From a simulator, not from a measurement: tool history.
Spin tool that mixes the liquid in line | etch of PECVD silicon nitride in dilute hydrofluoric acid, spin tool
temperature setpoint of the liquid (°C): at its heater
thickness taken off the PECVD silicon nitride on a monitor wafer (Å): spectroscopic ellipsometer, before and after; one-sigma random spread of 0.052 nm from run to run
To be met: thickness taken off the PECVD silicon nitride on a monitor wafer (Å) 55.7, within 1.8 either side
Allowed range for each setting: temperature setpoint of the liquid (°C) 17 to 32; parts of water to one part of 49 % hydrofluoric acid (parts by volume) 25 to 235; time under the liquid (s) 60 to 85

run	hour	temperature setpoint of the liquid (°C)	parts of water to one part of 49 % hydrofluoric acid (parts by volume)	time under the liquid (s)	thickness taken off the PECVD silicon nitride on a monitor wafer (Å)
1	0	24	130	85	42.556
2	3.8	21	130	85	34.616
3	7.7	21	105	85	42.742
4	9.4	22	105	85	45.207
# hour 16.3: hydrofluoric acid flow meter replaced
5	16.3	22	145	85	30.911
6	24.8	22	145	60	21.746
7	33.2	24	140	60	25.457
8	34.5	25.5	130	60	30.282
9	42	26.5	120	60	35.551
10	50.4	27.5	115	60	38.666
11	56.9	28.5	110	60	42.958

Consider the 4 candidate settings below. Which is the only one whose results all fall within their allowed miss of target?
A	63.4	29	110	70	?
B	63.4	28.5	100	65	?
C	63.4	28	90	65	?
D	63.4	28.5	110	70	?

move	thickness taken off the PECVD silicon nitride on a monitor wafer (Å)
A	52.139
B	51.611
C	55.54
D	50.52
A: closes in on the targets versus the last run, not all within tolerance yet
B: closes in on the targets versus the last run, not all within tolerance yet
C: meets every target
D: closes in on the targets versus the last run, not all within tolerance yet
The move that meets every target is C.
